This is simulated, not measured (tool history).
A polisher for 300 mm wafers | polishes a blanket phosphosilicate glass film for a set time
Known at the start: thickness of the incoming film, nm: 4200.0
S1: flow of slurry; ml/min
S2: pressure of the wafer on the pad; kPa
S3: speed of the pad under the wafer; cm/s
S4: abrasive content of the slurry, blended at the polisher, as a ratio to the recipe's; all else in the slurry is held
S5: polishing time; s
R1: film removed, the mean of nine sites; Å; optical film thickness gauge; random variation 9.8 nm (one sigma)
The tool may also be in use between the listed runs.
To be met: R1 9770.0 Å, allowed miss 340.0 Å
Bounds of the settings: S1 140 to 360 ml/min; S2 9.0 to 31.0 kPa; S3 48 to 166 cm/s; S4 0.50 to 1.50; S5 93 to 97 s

run  hour   S1    S2   S3    S4  S5      R1
  1   0.0  230  20.0  106  1.00  93  8171.4
  2   2.8  230  20.7  106  1.00  93  8283.5
  3   9.8  275  20.7  106  1.00  93  8625.3
  4  15.3  275  22.8  106  1.00  93  9384.6
  5  22.4  300  22.8  106  1.00  93  9275.4
  6  30.7  300  17.9  106  1.00  93  7361.9
  7  39.4  300  18.6  106  1.00  93  7705.6
  8  40.3  300  19.3  106  1.00  93  7833.9
  9  40.9  300  19.3  106  1.00  93  7802.1
 10  44.5  300  20.0  106  1.00  93  8262.2
 11  51.4  300  20.7  106  1.00  93  8489.0
 12  58.3  300  22.1  106  1.00  93  9218.9

4 next moves are on the table. One of them brings every result within its allowed miss. Which?
  A  65.2  350  21.4  100  1.00  97   ?
  B  65.2  305  21.4  106  1.05  95   ?
  C  65.2  310  24.1  108  1.15  94   ?
  D  65.2  360  25.5  100  0.85  97   ?

move       R1
   A   8868.0
   B   9205.0
   C  10880.0
   D   9647.0
A: further off than the last run
B: as far off as the last run
C: takes the result that was furthest off past its target
D: meets every target
Move D is the one to make.

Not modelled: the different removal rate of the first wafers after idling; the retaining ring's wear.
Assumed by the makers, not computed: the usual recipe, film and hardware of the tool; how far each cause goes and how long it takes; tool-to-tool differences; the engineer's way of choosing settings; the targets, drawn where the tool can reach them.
